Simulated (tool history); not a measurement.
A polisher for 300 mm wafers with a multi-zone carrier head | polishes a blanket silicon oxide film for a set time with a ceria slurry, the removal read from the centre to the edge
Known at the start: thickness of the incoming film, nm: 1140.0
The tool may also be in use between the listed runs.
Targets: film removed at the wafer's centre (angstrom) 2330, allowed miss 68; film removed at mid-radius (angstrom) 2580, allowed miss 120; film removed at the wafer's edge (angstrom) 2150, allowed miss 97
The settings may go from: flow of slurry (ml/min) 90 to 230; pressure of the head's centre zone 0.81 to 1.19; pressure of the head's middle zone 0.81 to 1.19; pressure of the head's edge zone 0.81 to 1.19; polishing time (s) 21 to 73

run,hour,flow of slurry (ml/min),pressure of the head's centre zone,pressure of the head's middle zone,pressure of the head's edge zone,polishing time (s),film removed at the wafer's centre (angstrom),film removed at mid-radius (angstrom),film removed at the wafer's edge (angstrom)
1,0,150,1,1,1,47,3213.3,3226.8,3133.1
2,5.9,150,1,1,1,41,2858.3,2783.2,2802.9
3,7.5,150,0.93,1,1,41,2642.1,2761.5,2767.6
4,9.5,150,0.93,1,1,51,3227,3546.4,3410.2
5,18.3,150,0.93,1,1,44,2811.7,3032.6,2915
6,19,150,0.93,1.01,0.97,43,2777,2918.4,2851.3
7,23.4,150,0.93,1.04,0.95,42,2719.4,2954.9,2734.6
8,26.9,145,0.93,1.05,0.93,41,2625.8,2872.5,2682.1
9,30.9,150,0.93,1.06,0.91,40,2546.5,2871.2,2559.2

Which of these 5 next moves meets every target?
A,34.9,180,0.94,1.06,0.81,35,?,?,?
B,34.9,110,0.98,0.84,1.02,46,?,?,?
C,34.9,140,0.9,1.19,0.81,36,?,?,?
D,34.9,190,0.93,1.19,0.81,35,?,?,?
E,34.9,180,0.96,1.19,0.81,31,?,?,?

move,film removed at the wafer's centre (angstrom),film removed at mid-radius (angstrom),film removed at the wafer's edge (angstrom)
A,2344.8,2557.4,2149.4
B,2928.7,2551.9,2976
C,2213.1,2797.4,2147.3
D,2341.2,2845.7,2157.3
E,2123.3,2501.5,1900.4
A: meets every target
B: further off than the last run
C: brings the result that was furthest off to its target, and leaves another outside
D: brings the result that was furthest off to its target, and leaves another outside
E: takes the result that was furthest off past its target
Answer: A

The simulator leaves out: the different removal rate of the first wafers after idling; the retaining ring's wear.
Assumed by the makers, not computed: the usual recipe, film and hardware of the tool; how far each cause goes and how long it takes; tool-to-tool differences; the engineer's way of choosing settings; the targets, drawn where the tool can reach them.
